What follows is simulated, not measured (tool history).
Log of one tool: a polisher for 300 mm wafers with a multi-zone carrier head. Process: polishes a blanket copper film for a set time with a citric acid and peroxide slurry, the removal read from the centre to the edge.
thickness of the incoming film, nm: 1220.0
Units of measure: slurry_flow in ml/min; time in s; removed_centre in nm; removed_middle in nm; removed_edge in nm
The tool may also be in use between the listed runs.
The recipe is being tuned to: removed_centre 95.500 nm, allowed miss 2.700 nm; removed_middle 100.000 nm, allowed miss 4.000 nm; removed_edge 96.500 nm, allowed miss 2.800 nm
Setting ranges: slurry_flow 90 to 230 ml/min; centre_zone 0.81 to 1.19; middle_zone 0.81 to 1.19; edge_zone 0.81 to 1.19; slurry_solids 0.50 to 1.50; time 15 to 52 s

run    day  slurry_flow  centre_zone  middle_zone  edge_zone  slurry_solids  time  removed_centre  removed_middle  removed_edge
  1  0.000          150         1.00         1.00       1.00           1.00    33          63.963          66.741        66.665
  2  0.275          150         1.00         1.00       1.06           1.00    33          63.280          66.214        67.974
  3  0.438          150         1.00         1.00       1.13           1.00    33          63.166          64.053        69.559
  4  0.788          150         1.00         1.00       1.13           1.15    33          66.331          67.156        73.466
  5  1.100          150         1.00         1.00       1.13           1.00    33          63.921          66.292        70.704
  6  1.321          150         1.00         1.00       1.13           0.80    33          58.773          61.676        65.792
  7  1.367          155         1.01         1.02       1.13           0.90    34          64.011          66.866        70.866
  8  1.550          160         1.02         1.04       1.13           1.00    34          68.582          71.503        73.789
  9  1.729          160         1.02         1.04       1.13           1.00    34          67.908          71.447        72.489

Next run, 4 choices. One meets every target within its allowed miss, the rest don't. Which?
  A  1.908          170         1.11         0.97       1.15           1.00    42               ?               ?             ?
  B  1.908          180         0.99         1.14       1.09           1.00    37               ?               ?             ?
  C  1.908          140         0.89         0.86       1.19           1.15    46               ?               ?             ?
  D  1.908          190         1.07         1.11       1.15           1.10    42               ?               ?             ?

move  removed_centre  removed_middle  removed_edge
   A          95.387          82.792        93.048
   B          76.290          84.015        80.842
   C          81.249          81.365       103.590
   D          97.799          97.309        97.472
A: corrects the largest miss of the last run, while another result sits out of spec
B: gains on the last run, yet a result remains outside its allowed miss
C: gains on the last run, yet a result remains outside its allowed miss
D: every result lands within tolerance
D is the move that brings every result within its allowed miss.

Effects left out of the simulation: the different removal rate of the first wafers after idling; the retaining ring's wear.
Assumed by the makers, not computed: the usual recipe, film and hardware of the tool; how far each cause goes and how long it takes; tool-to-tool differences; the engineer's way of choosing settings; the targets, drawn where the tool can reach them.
